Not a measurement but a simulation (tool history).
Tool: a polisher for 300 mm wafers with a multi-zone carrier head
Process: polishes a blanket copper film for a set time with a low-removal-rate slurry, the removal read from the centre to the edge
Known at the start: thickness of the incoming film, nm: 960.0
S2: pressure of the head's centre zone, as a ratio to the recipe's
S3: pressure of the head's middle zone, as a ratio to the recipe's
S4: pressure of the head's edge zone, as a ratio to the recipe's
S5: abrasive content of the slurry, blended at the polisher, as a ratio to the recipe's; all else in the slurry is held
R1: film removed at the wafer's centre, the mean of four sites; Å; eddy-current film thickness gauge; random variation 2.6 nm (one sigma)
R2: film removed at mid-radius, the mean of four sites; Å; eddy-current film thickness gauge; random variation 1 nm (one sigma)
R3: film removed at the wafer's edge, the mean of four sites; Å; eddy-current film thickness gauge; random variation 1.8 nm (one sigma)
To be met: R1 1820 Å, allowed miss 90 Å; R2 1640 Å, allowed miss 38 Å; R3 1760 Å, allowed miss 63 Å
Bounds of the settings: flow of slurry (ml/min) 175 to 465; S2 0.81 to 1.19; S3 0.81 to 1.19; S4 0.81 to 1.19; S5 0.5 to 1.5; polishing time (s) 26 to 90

Run 1, hour 0: flow of slurry (ml/min) 295, S2 1, S3 1, S4 1, S5 1, polishing time (s) 58. Result: R1 1143.6 Å, R2 1285.6 Å, R3 1232.3 Å.
Run 2, hour 2.9: flow of slurry (ml/min) 300, S2 1.03, S3 0.99, S4 1.03, S5 1.1, polishing time (s) 60. Result: R1 1199.5 Å, R2 1328 Å, R3 1304.4 Å.
Run 3, hour 11.1: flow of slurry (ml/min) 305, S2 1.06, S3 0.97, S4 1.03, S5 1.15, polishing time (s) 63. Result: R1 1366.8 Å, R2 1392.2 Å, R3 1420 Å.
Run 4, hour 17: flow of slurry (ml/min) 305, S2 1.06, S3 0.94, S4 1.03, S5 1.15, polishing time (s) 63. Result: R1 1346.4 Å, R2 1362.6 Å, R3 1396.6 Å.
Run 5, hour 24.1: flow of slurry (ml/min) 305, S2 1.06, S3 0.99, S4 1.03, S5 1.15, polishing time (s) 63. Result: R1 1366.3 Å, R2 1417.8 Å, R3 1421.6 Å.
Run 6, hour 26: flow of slurry (ml/min) 305, S2 1.02, S3 0.99, S4 1.03, S5 1.15, polishing time (s) 63. Result: R1 1273.4 Å, R2 1416.5 Å, R3 1379.4 Å.
Run 7, hour 28.3: flow of slurry (ml/min) 350, S2 1.12, S3 1.05, S4 1.13, S5 1.4, polishing time (s) 64. Result: R1 1547.5 Å, R2 1580.3 Å, R3 1536.1 Å.
Run 8, hour 34.8: flow of slurry (ml/min) 350, S2 1.13, S3 1.04, S4 1.14, S5 1.4, polishing time (s) 65. Result: R1 1584 Å, R2 1571.4 Å, R3 1583.7 Å.

Which of these 5 next moves meets every target?
Run A, hour 41.3: flow of slurry (ml/min) 325, S2 1.19, S3 0.97, S4 1.17, S5 1.5, polishing time (s) 70. Result: R1 ?, R2 ?, R3 ?.
Run B, hour 41.3: flow of slurry (ml/min) 270, S2 1.14, S3 1.01, S4 1.06, S5 1.5, polishing time (s) 69. Result: R1 ?, R2 ?, R3 ?.
Run C, hour 41.3: flow of slurry (ml/min) 320, S2 1.04, S3 1.08, S4 1.19, S5 1.4, polishing time (s) 67. Result: R1 ?, R2 ?, R3 ?.
Run D, hour 41.3: flow of slurry (ml/min) 340, S2 1.12, S3 1.06, S4 1.19, S5 1.25, polishing time (s) 72. Result: R1 ?, R2 ?, R3 ?.
Run E, hour 41.3: flow of slurry (ml/min) 355, S2 0.99, S3 0.84, S4 1.19, S5 1.25, polishing time (s) 77. Result: R1 ?, R2 ?, R3 ?.

move      R1      R2      R3
   A  1781.8  1627.1  1758.1
   B  1654.6  1626.7  1628.8
   C  1466.2  1657.3  1670.8
   D  1669.1  1725.4  1762.2
   E  1578.3  1575.3  1893.7
A: meets every target
B: nearer than the last run, and not there yet
C: further off than the last run
D: brings the result that was furthest off to its target, and leaves another outside
E: takes the result that was furthest off past its target
Answer: A
